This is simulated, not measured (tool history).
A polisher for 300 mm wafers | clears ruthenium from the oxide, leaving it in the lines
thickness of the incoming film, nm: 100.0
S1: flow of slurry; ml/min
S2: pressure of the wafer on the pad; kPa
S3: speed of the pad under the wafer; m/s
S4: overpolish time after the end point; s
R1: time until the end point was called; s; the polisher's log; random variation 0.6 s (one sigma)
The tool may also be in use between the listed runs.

{"run": 1, "hour": 0.0, "S1": 190, "S2": 14.5, "S3": 1.08, "S4": 28, "R1": 93.549}
{"run": 2, "hour": 5.0, "S1": 155, "S2": 14.5, "S3": 1.08, "S4": 28, "R1": 96.178}
{"run": 3, "hour": 14.0, "S1": 140, "S2": 14.5, "S3": 1.08, "S4": 28, "R1": 97.625}
{"run": 4, "hour": 20.0, "S1": 140, "S2": 12.4, "S3": 1.08, "S4": 28, "R1": 112.24}
{"run": 5, "hour": 25.6, "S1": 140, "S2": 12.4, "S3": 0.94, "S4": 28, "R1": 130}
{"run": 6, "hour": 30.4, "S1": 140, "S2": 12.4, "S3": 1.16, "S4": 28, "R1": 105.8}
{"run": 7, "hour": 34.1, "S1": 145, "S2": 14.5, "S3": 1.16, "S4": 28, "R1": 89.047}
{"run": 8, "hour": 36.8, "S1": 145, "S2": 15.9, "S3": 1.16, "S4": 28, "R1": 80.818}
{"run": 9, "hour": 42.4, "S1": 150, "S2": 17.2, "S3": 1.16, "S4": 28, "R1": 76.565}

Forecast run 10:
{"run": 10, "hour": 45.2, "S1": 160, "S2": 17.9, "S3": 1.16, "S4": 28, "R1": "?"}

R1: 72.631 s

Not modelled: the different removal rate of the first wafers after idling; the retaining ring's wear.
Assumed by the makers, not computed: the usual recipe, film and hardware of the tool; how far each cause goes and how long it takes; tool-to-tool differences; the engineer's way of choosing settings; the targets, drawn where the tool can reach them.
